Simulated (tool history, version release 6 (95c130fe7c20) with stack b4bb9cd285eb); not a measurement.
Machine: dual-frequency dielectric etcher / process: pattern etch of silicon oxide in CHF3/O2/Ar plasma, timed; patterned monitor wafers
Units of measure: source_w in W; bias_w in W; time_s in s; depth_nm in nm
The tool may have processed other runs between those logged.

run,day,source_w,bias_w,time_s,depth_nm
1,0,620,237,640,1329.6
2,0.362,580,235,640,1283.7
3,0.654,580,235,640,1274.9
4,0.788,560,234,640,1251.7
5,1.096,550,233,640,1234.1
6,1.362,540,233,640,1219.9
7,1.725,470,229,640,1114.3
8,2.012,480,229,640,1137.4

The next listed run, before its measurement:
9,2.242,490,229,640,?

depth_nm: 1139.3 nm
